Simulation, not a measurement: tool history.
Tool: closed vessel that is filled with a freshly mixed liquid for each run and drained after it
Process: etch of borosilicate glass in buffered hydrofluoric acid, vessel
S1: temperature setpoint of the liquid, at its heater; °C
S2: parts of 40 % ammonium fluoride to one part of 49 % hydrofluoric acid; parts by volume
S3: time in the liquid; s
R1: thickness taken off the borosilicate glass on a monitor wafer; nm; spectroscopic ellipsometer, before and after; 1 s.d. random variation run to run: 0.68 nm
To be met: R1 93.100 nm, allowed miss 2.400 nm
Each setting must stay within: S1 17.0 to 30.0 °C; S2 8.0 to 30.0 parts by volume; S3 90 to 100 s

| run | day | S1 | S2 | S3 | R1 |
|---|---|---|---|---|---|
| 1 | 0.000 | 22.0 | 21.5 | 90 | 49.953 |
| 2 | 0.229 | 23.0 | 20.5 | 90 | 54.407 |
| 3 | 0.421 | 25.5 | 20.5 | 90 | 62.706 |
| 4 | 0.542 | 25.5 | 20.5 | 90 | 62.165 |
| 5 | 0.875 | 26.0 | 19.5 | 90 | 66.772 |
| 6 | 1.162 | 26.0 | 22.5 | 90 | 60.521 |
| 7 | 1.504 | 26.5 | 21.5 | 90 | 63.665 |
| 8 | 1.642 | 27.0 | 20.5 | 90 | 66.965 |
| 9 | 1.862 | 27.5 | 19.5 | 90 | 72.152 |
| 10 | 2.017 | 28.0 | 19.0 | 90 | 75.523 |
| 11 | 2.312 | 30.0 | 15.5 | 90 | 103.370 |

Below are 5 possible settings for the next run. Only one of them brings all results inside the allowed miss of their targets. Which is it?
| A | 2.608 | 26.5 | 13.0 | 90 | ? |
| B | 2.608 | 27.0 | 14.5 | 90 | ? |
| C | 2.608 | 26.5 | 12.0 | 90 | ? |
| D | 2.608 | 29.5 | 15.5 | 90 | ? |
| E | 2.608 | 30.0 | 19.5 | 95 | ? |

| move | R1 |
|---|---|
| A | 102.380 |
| B | 94.367 |
| C | 110.790 |
| D | 100.710 |
| E | 86.975 |
A: an improvement on the last run, though not all results are within tolerance
B: each result inside its tolerance
C: the biggest miss grows against the last run
D: an improvement on the last run, though not all results are within tolerance
E: takes the result that was furthest off past its target
B is the move that brings every result within its allowed miss.
